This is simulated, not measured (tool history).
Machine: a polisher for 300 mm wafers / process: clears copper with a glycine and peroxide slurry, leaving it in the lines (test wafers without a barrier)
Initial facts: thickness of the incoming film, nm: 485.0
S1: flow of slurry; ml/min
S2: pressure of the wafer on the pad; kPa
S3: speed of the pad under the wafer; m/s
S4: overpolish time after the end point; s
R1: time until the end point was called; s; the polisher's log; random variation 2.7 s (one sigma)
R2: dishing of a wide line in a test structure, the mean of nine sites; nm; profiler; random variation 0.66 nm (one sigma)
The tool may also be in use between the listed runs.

run 1 hour=0.0 | S1=265 S2=15.2 S3=0.86 S4=17 | R1=93.455 R2=46.188
run 2 hour=7.8 | S1=265 S2=15.2 S3=0.86 S4=23 | R1=92.393 R2=54.265
run 3 hour=15.0 | S1=265 S2=18.6 S3=0.86 S4=23 | R1=79.974 R2=60.770
run 4 hour=20.4 | S1=265 S2=22.1 S3=0.86 S4=23 | R1=72.695 R2=64.355
run 5 hour=22.2 | S1=265 S2=20.7 S3=0.82 S4=23 | R1=82.225 R2=61.422
run 6 hour=28.6 | S1=265 S2=19.3 S3=0.80 S4=23 | R1=84.832 R2=60.555
run 7 hour=36.8 | S1=265 S2=17.9 S3=0.78 S4=23 | R1=87.676 R2=56.669
run 8 hour=39.7 | S1=260 S2=16.5 S3=0.74 S4=24 | R1=96.953 R2=55.596
run 9 hour=44.7 | S1=260 S2=15.9 S3=0.72 S4=24 | R1=100.700 R2=54.965
run 10 hour=51.7 | S1=260 S2=15.2 S3=0.70 S4=24 | R1=103.810 R2=53.867
run 11 hour=54.5 | S1=260 S2=14.5 S3=0.68 S4=24 | R1=113.010 R2=51.242

Forecast run 12:
run 12 hour=61.8 | S1=260 S2=10.3 S3=0.64 S4=26 | R1=? R2=?

{"run 12": {"R1": 135.24, "R2": 47.782}}
